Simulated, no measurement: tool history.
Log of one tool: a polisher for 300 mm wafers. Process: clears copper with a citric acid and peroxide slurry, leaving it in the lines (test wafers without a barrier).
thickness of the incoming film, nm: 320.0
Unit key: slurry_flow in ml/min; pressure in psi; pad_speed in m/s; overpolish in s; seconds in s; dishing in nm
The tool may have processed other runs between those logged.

{"run": 1, "hour": 0.0, "slurry_flow": 200, "pressure": 2.7, "pad_speed": 1.02, "slurry_solids": 1.0, "overpolish": 17, "seconds": 126.12, "dishing": 32.95}
{"run": 2, "hour": 5.0, "slurry_flow": 200, "pressure": 2.6, "pad_speed": 1.0, "slurry_solids": 1.0, "overpolish": 15, "seconds": 133.46, "dishing": 27.709}
{"run": 3, "hour": 11.8, "slurry_flow": 200, "pressure": 2.6, "pad_speed": 1.0, "slurry_solids": 1.0, "overpolish": 11, "seconds": 135.06, "dishing": 20.953}
{"run": 4, "hour": 18.9, "slurry_flow": 200, "pressure": 2.5, "pad_speed": 1.0, "slurry_solids": 1.0, "overpolish": 10, "seconds": 135.18, "dishing": 18.407}
{"run": 5, "hour": 24.2, "slurry_flow": 205, "pressure": 2.4, "pad_speed": 1.02, "slurry_solids": 1.0, "overpolish": 9, "seconds": 139.89, "dishing": 16.526}
{"run": 6, "hour": 29.7, "slurry_flow": 205, "pressure": 2.4, "pad_speed": 1.04, "slurry_solids": 1.0, "overpolish": 9, "seconds": 131.52, "dishing": 16.843}

Run 7 comes next. What will it give?
{"run": 7, "hour": 37.4, "slurry_flow": 205, "pressure": 2.3, "pad_speed": 1.04, "slurry_solids": 1.0, "overpolish": 9, "seconds": "?", "dishing": "?"}

Logged for run 7: seconds 143.28 s, dishing 16.174 nm.

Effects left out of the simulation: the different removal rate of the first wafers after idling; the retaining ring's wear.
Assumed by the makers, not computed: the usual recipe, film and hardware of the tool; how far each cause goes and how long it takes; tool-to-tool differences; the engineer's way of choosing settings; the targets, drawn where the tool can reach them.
